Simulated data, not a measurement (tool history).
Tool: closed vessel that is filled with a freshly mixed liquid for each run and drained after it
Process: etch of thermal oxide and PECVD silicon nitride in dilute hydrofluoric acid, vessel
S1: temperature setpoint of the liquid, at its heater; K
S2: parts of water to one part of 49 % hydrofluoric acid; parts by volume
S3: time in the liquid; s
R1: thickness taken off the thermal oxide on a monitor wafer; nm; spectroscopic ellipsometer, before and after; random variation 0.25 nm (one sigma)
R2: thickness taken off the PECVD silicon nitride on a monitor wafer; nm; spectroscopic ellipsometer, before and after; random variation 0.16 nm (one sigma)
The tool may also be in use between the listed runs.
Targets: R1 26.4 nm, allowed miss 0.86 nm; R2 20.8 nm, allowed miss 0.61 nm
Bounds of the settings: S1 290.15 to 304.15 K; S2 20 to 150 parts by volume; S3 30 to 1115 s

run	hour	S1	S2	S3	R1	R2
1	0	296.15	85	570	32.532	24.045
2	4.3	294.15	85	570	29.802	21.301
3	8.6	294.15	65	570	40.763	27.338
4	17.5	294.15	90	570	28.234	20.148
5	22.9	294.65	95	575	27.646	19.906
6	24.4	295.15	100	580	26.81	19.726
7	27.4	295.15	100	580	26.852	19.628
8	30.1	295.15	100	580	27.054	19.524
9	37.8	295.65	105	580	26.095	19.459
10	40.2	296.15	105	580	26.762	20.166

Which of these 5 next moves meets every target?
A	42.6	294.65	105	630	?	?
B	42.6	297.65	100	520	?	?
C	42.6	299.15	120	605	?	?
D	42.6	295.15	90	550	?	?
E	42.6	294.15	80	505	?	?

move	R1	R2
A	27.247	19.486
B	26.777	20.593
C	26.843	22.042
D	28.82	20.464
E	28.916	19.708
A: further off than the last run
B: meets every target
C: takes the result that was furthest off past its target
D: brings the result that was furthest off to its target, and leaves another outside
E: further off than the last run
Answer: B
